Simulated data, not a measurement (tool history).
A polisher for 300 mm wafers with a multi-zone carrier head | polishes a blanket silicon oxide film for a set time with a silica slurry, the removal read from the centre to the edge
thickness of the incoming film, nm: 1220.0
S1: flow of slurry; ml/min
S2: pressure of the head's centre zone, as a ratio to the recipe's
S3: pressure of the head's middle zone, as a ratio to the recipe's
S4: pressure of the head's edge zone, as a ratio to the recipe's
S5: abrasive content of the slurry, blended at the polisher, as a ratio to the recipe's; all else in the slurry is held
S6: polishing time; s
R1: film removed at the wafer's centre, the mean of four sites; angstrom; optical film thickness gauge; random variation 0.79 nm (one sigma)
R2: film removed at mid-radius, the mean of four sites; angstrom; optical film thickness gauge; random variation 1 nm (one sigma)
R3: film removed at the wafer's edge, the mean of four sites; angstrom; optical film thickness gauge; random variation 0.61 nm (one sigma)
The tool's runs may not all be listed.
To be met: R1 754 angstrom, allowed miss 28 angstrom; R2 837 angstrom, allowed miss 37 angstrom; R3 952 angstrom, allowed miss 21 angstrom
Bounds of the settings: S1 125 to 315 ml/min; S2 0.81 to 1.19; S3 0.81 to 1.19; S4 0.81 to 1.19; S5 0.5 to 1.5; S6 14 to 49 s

run 1 day=0 | S1=205 S2=1 S3=1 S4=1 S5=1 S6=31 | R1=1228 R2=1214.1 R3=1217.8
run 2 day=0.042 | S1=195 S2=0.97 S3=0.98 S4=1 S5=0.9 S6=31 | R1=1093.9 R2=1113.2 R3=1161.4
run 3 day=0.142 | S1=190 S2=0.95 S3=0.96 S4=0.98 S5=0.85 S6=31 | R1=1038.6 R2=1072.1 R3=1108.9
run 4 day=0.45 | S1=190 S2=0.95 S3=1.04 S4=0.98 S5=0.85 S6=31 | R1=1054 R2=1158.6 R3=1105.2
run 5 day=0.792 | S1=185 S2=0.93 S3=1 S4=0.97 S5=0.8 S6=31 | R1=976.83 R2=1075.4 R3=1062.7
run 6 day=0.854 | S1=185 S2=0.93 S3=0.95 S4=0.97 S5=0.8 S6=31 | R1=980.06 R2=1040.3 R3=1062.4
run 7 day=1.179 | S1=180 S2=0.91 S3=0.93 S4=0.97 S5=0.75 S6=31 | R1=939.63 R2=977.25 R3=1032.2
run 8 day=1.408 | S1=170 S2=0.89 S3=0.92 S4=0.98 S5=0.75 S6=31 | R1=892.5 R2=941.46 R3=1031.7
run 9 day=1.629 | S1=165 S2=0.88 S3=0.91 S4=0.97 S5=0.75 S6=31 | R1=890.65 R2=933.6 R3=1017.7
run 10 day=1.738 | S1=140 S2=0.81 S3=0.89 S4=1.03 S5=0.55 S6=31 | R1=660.09 R2=750.5 R3=879.04
run 11 day=1.792 | S1=155 S2=0.82 S3=0.89 S4=1.03 S5=0.55 S6=31 | R1=686.91 R2=762.75 R3=872.02
run 12 day=1.971 | S1=155 S2=0.83 S3=0.9 S4=1.04 S5=0.55 S6=31 | R1=696.61 R2=795.95 R3=888.46
run 13 day=2.258 | S1=160 S2=0.83 S3=0.89 S4=1.05 S5=0.55 S6=31 | R1=709.15 R2=772.9 R3=892.63
run 14 day=2.433 | S1=165 S2=0.83 S3=0.9 S4=1.06 S5=0.55 S6=31 | R1=699.06 R2=794.12 R3=903.44

5 next moves are on the table. One of them brings every result within its allowed miss. Which?
run A day=2.608 | S1=140 S2=0.84 S3=0.9 S4=1.02 S5=0.7 S6=30 | R1=? R2=? R3=?
run B day=2.608 | S1=140 S2=0.89 S3=0.81 S4=1.05 S5=0.65 S6=30 | R1=? R2=? R3=?
run C day=2.608 | S1=160 S2=0.88 S3=0.96 S4=1.02 S5=0.5 S6=33 | R1=? R2=? R3=?
run D day=2.608 | S1=200 S2=0.81 S3=1.1 S4=1 S5=0.5 S6=31 | R1=? R2=? R3=?
run E day=2.608 | S1=215 S2=0.81 S3=1.16 S4=1.06 S5=0.5 S6=29 | R1=? R2=? R3=?

move=A R1=767.73 R2=853.61 R3=952.1
move=B R1=782.64 R2=753.01 R3=930.41
move=C R1=763.21 R2=850.48 R3=890.69
move=D R1=691.04 R2=934.35 R3=852.27
move=E R1=654.79 R2=925.01 R3=826.49
A: meets every target
B: as far off as the last run
C: further off than the last run
D: further off than the last run
E: further off than the last run
The right move is A.
